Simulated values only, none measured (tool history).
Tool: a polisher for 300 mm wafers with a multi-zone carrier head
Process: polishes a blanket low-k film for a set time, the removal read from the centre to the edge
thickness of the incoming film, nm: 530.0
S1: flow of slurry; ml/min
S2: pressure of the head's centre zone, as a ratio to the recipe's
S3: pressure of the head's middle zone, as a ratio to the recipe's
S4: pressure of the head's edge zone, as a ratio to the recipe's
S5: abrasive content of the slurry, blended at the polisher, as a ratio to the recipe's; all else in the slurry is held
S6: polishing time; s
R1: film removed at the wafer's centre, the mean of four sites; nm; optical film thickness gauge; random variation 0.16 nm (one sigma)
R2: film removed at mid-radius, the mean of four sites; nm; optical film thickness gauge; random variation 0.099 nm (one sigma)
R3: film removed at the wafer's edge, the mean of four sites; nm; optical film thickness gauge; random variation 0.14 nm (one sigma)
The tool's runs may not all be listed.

| run | hour | S1 | S2 | S3 | S4 | S5 | S6 | R1 | R2 | R3 |
|---|---|---|---|---|---|---|---|---|---|---|
| 1 | 0.0 | 230 | 1.00 | 1.00 | 1.00 | 1.00 | 32 | 12.483 | 12.155 | 12.379 |
| 2 | 6.9 | 230 | 1.00 | 1.00 | 1.05 | 1.00 | 32 | 12.388 | 12.302 | 12.843 |
| 3 | 8.9 | 210 | 1.00 | 1.00 | 1.05 | 1.00 | 32 | 11.937 | 11.975 | 12.611 |
| 4 | 10.6 | 245 | 1.03 | 1.05 | 1.06 | 1.00 | 32 | 12.899 | 12.773 | 12.743 |
| 5 | 13.4 | 270 | 1.05 | 1.09 | 1.07 | 1.05 | 32 | 13.533 | 13.530 | 13.196 |
| 6 | 19.5 | 285 | 1.07 | 1.12 | 1.06 | 1.10 | 32 | 14.206 | 14.175 | 13.322 |
| 7 | 24.9 | 295 | 1.08 | 1.14 | 1.06 | 1.15 | 32 | 14.504 | 14.576 | 13.475 |
| 8 | 27.6 | 305 | 1.09 | 1.15 | 1.06 | 1.20 | 32 | 15.050 | 14.973 | 13.761 |
| 9 | 30.5 | 310 | 1.10 | 1.16 | 1.06 | 1.25 | 32 | 15.347 | 15.201 | 14.050 |

Forecast run 10:
| 10 | 37.6 | 315 | 1.10 | 1.17 | 1.05 | 1.30 | 32 | ? | ? | ? |

R1: 15.402 nm
R2: 15.675 nm
R3: 14.104 nm

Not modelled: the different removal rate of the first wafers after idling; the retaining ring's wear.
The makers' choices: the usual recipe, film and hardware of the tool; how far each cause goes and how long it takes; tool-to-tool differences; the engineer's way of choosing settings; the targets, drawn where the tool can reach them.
